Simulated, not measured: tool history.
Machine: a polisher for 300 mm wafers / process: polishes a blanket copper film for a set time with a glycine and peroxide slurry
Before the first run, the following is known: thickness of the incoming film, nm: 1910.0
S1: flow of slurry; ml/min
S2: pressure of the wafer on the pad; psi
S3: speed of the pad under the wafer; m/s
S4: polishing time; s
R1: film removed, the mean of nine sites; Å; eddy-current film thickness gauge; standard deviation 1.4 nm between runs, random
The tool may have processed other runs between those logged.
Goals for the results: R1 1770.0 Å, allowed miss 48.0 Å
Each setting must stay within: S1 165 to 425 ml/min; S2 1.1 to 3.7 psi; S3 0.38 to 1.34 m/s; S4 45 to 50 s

{"run": 1, "hour": 0.0, "S1": 275, "S2": 2.4, "S3": 0.86, "S4": 50, "R1": 2027.8}
{"run": 2, "hour": 8.2, "S1": 240, "S2": 2.4, "S3": 0.86, "S4": 50, "R1": 2008.6}
{"run": 3, "hour": 12.5, "S1": 240, "S2": 2.4, "S3": 1.06, "S4": 50, "R1": 2350.1}
{"run": 4, "hour": 21.4, "S1": 240, "S2": 2.3, "S3": 1.06, "S4": 50, "R1": 2265.4}
{"run": 5, "hour": 27.4, "S1": 240, "S2": 2.7, "S3": 1.06, "S4": 50, "R1": 2606.8}
{"run": 6, "hour": 32.6, "S1": 240, "S2": 2.5, "S3": 1.06, "S4": 50, "R1": 2397.7}
{"run": 7, "hour": 36.1, "S1": 240, "S2": 2.4, "S3": 1.06, "S4": 50, "R1": 2327.3}
{"run": 8, "hour": 36.8, "S1": 240, "S2": 2.3, "S3": 1.06, "S4": 50, "R1": 2261.0}
{"run": 9, "hour": 38.8, "S1": 240, "S2": 2.2, "S3": 1.06, "S4": 50, "R1": 2173.5}
{"run": 10, "hour": 41.6, "S1": 240, "S2": 2.1, "S3": 1.06, "S4": 50, "R1": 2119.3}
{"run": 11, "hour": 48.8, "S1": 240, "S2": 2.0, "S3": 1.06, "S4": 50, "R1": 2014.1}
{"run": 12, "hour": 56.5, "S1": 235, "S2": 1.6, "S3": 1.06, "S4": 50, "R1": 1714.8}
{"run": 13, "hour": 64.7, "S1": 245, "S2": 1.6, "S3": 1.06, "S4": 50, "R1": 1721.6}

Consider the 4 candidate settings below. Which is the only one whose results all fall within their allowed miss of target?
{"run": "A", "hour": 72.9, "S1": 255, "S2": 1.4, "S3": 1.14, "S4": 49, "R1": "?"}
{"run": "B", "hour": 72.9, "S1": 220, "S2": 1.6, "S3": 1.16, "S4": 49, "R1": "?"}
{"run": "C", "hour": 72.9, "S1": 225, "S2": 1.5, "S3": 1.08, "S4": 50, "R1": "?"}
{"run": "D", "hour": 72.9, "S1": 250, "S2": 1.6, "S3": 1.04, "S4": 49, "R1": "?"}

move=A R1=1606.2
move=B R1=1766.8
move=C R1=1633.5
move=D R1=1652.6
A: moves away from the targets compared with the last run
B: each result inside its tolerance
C: moves away from the targets compared with the last run
D: moves away from the targets compared with the last run
B meets every target.

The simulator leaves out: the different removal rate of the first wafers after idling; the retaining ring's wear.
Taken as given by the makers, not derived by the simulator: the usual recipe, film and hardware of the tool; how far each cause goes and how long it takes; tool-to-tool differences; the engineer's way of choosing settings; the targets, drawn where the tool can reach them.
